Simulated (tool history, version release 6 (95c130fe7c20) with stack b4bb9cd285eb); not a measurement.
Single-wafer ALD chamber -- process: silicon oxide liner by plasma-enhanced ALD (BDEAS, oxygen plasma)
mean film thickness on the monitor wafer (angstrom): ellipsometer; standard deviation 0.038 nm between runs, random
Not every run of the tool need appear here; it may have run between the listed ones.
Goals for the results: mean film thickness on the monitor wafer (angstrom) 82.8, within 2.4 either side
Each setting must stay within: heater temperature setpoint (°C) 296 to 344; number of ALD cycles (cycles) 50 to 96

run  hour  heater temperature setpoint (°C)  number of ALD cycles (cycles)  mean film thickness on the monitor wafer (angstrom)
  1     0                               320                             73                                               67.722
  2   2.5                               320                             65                                               60.677
  3   6.9                               320                             69                                               64.419
  4  14.6                               320                             73                                               67.538
  5  21.3                               320                             76                                               70.836
  6  25.1                               320                             78                                               73.041
  7  25.8                               320                             80                                               74.582
  8    30                               320                             81                                                75.42
  9  38.1                               320                             82                                               76.609
 10  45.4                               320                             83                                               76.884

Which single option among these 5 for the next run brings every result within its allowed miss of target? Just one does.
  A  52.7                               319                             94                                                    ?
  B  52.7                               313                             83                                                    ?
  C  52.7                               311                             83                                                    ?
  D  52.7                               332                             90                                                    ?
  E  52.7                               317                             96                                                    ?

move  mean film thickness on the monitor wafer (angstrom)
   A                                               87.622
   B                                               77.955
   C                                                78.15
   D                                               82.515
   E                                               89.712
A: moves the result that the last run missed by most past its target, out the other side
B: an improvement on the last run, though not all results are within tolerance
C: an improvement on the last run, though not all results are within tolerance
D: every result within its allowed miss
E: moves the result that the last run missed by most past its target, out the other side
Go with D: it meets all targets.
